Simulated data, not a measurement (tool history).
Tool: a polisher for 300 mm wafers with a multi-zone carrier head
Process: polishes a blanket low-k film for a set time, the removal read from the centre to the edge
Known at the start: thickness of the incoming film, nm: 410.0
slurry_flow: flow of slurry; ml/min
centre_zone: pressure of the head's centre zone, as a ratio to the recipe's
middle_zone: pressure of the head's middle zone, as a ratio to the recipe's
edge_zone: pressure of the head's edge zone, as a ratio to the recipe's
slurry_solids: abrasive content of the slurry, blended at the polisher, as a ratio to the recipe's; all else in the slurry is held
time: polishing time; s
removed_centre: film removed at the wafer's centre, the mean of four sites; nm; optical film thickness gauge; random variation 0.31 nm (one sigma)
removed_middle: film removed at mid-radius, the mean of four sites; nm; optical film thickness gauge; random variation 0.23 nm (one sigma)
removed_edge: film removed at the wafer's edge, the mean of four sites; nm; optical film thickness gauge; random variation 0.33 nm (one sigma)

run	hour	slurry_flow	centre_zone	middle_zone	edge_zone	slurry_solids	time	removed_centre	removed_middle	removed_edge
1	0	155	1	1	1	1	60	30.337	30.076	30.955
2	2.6	180	1	1	1	1	60	31.527	30.769	31.374
3	3.4	180	1	0.94	1	1	60	31.58	29.766	31.5
4	12	180	1	0.94	1.06	1	60	31.661	30.045	32.382
5	13	180	1	0.9	1.06	1	60	31.39	28.545	33.455
6	19.3	150	1	0.9	1.06	1	60	30.816	27.94	31.961

The next listed run, before its measurement:
7	27.2	195	1.05	1	0.97	1	60	?	?	?

{"run 7": {"removed_centre": 32.925, "removed_middle": 31.293, "removed_edge": 31.628}}
